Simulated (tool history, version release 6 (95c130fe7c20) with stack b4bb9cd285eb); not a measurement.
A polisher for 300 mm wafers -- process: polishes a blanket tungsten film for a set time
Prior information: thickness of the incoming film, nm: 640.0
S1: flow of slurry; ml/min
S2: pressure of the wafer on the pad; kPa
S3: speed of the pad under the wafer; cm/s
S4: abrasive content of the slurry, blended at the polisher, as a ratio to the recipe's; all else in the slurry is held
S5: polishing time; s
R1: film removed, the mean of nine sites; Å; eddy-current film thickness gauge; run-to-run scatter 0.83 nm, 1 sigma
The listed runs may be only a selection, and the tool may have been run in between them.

run 1 day=0 | S1=305 S2=25.5 S3=130 S4=1 S5=22 | R1=1205.7
run 2 day=0.304 | S1=305 S2=22.8 S3=130 S4=1 S5=22 | R1=1098.7
run 3 day=0.333 | S1=305 S2=26.9 S3=130 S4=1 S5=22 | R1=1267.2
run 4 day=0.642 | S1=305 S2=24.1 S3=130 S4=1 S5=22 | R1=1146.4
run 5 day=0.879 | S1=305 S2=19.3 S3=130 S4=1 S5=22 | R1=919.29
run 6 day=1.067 | S1=305 S2=18.6 S3=130 S4=1 S5=22 | R1=894.66
run 7 day=1.146 | S1=305 S2=17.9 S3=130 S4=1 S5=22 | R1=862.8

Expected results for the next run?
run 8 day=1.325 | S1=305 S2=17.2 S3=130 S4=1 S5=22 | R1=?

Run 8 gave R1 837.44 Å.
